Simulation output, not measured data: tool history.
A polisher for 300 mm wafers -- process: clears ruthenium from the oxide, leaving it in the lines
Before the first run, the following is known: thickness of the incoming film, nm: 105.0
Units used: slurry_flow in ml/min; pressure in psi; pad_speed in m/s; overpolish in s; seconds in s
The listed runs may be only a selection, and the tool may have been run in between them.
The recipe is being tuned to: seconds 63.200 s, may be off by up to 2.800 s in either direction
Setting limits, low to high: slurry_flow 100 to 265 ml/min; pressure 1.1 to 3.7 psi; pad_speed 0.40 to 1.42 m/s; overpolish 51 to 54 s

Run 1, hour 0.0: slurry_flow 170 ml/min, pressure 2.4 psi, pad_speed 0.90 m/s, overpolish 51 s. Result: seconds 109.930 s.
Run 2, hour 1.5: slurry_flow 170 ml/min, pressure 2.4 psi, pad_speed 0.90 m/s, overpolish 51 s. Result: seconds 111.310 s.
Run 3, hour 4.3: slurry_flow 170 ml/min, pressure 2.4 psi, pad_speed 0.90 m/s, overpolish 51 s. Result: seconds 106.280 s.
Run 4, hour 10.1: slurry_flow 170 ml/min, pressure 2.8 psi, pad_speed 0.90 m/s, overpolish 51 s. Result: seconds 94.988 s.
Run 5, hour 17.2: slurry_flow 170 ml/min, pressure 2.8 psi, pad_speed 1.08 m/s, overpolish 51 s. Result: seconds 79.841 s.
Run 6, hour 23.9: slurry_flow 170 ml/min, pressure 2.9 psi, pad_speed 1.08 m/s, overpolish 51 s. Result: seconds 78.640 s.
Run 7, hour 26.9: slurry_flow 170 ml/min, pressure 3.0 psi, pad_speed 1.08 m/s, overpolish 51 s. Result: seconds 74.931 s.
Run 8, hour 29.9: slurry_flow 170 ml/min, pressure 3.1 psi, pad_speed 1.08 m/s, overpolish 51 s. Result: seconds 74.706 s.
Run 9, hour 38.5: slurry_flow 170 ml/min, pressure 3.2 psi, pad_speed 1.08 m/s, overpolish 51 s. Result: seconds 70.414 s.
Run 10, hour 47.1: slurry_flow 175 ml/min, pressure 3.4 psi, pad_speed 1.08 m/s, overpolish 51 s. Result: seconds 67.314 s.
Run 11, hour 54.5: slurry_flow 175 ml/min, pressure 3.5 psi, pad_speed 1.08 m/s, overpolish 51 s. Result: seconds 66.291 s.

5 next moves are on the table. One of them brings every result within its allowed miss. Which?
Run A, hour 61.9: slurry_flow 180 ml/min, pressure 3.4 psi, pad_speed 1.14 m/s, overpolish 51 s. Result: seconds ?.
Run B, hour 61.9: slurry_flow 175 ml/min, pressure 3.1 psi, pad_speed 1.12 m/s, overpolish 54 s. Result: seconds ?.
Run C, hour 61.9: slurry_flow 195 ml/min, pressure 2.6 psi, pad_speed 1.24 m/s, overpolish 51 s. Result: seconds ?.
Run D, hour 61.9: slurry_flow 120 ml/min, pressure 3.4 psi, pad_speed 1.06 m/s, overpolish 51 s. Result: seconds ?.
Run E, hour 61.9: slurry_flow 155 ml/min, pressure 3.6 psi, pad_speed 1.00 m/s, overpolish 52 s. Result: seconds ?.

move  seconds
   A   64.191
   B   71.029
   C   73.349
   D   74.761
   E   71.213
A: every result lands within tolerance
B: lands further from the targets than the last run did
C: lands further from the targets than the last run did
D: lands further from the targets than the last run did
E: lands further from the targets than the last run did
Answer: A

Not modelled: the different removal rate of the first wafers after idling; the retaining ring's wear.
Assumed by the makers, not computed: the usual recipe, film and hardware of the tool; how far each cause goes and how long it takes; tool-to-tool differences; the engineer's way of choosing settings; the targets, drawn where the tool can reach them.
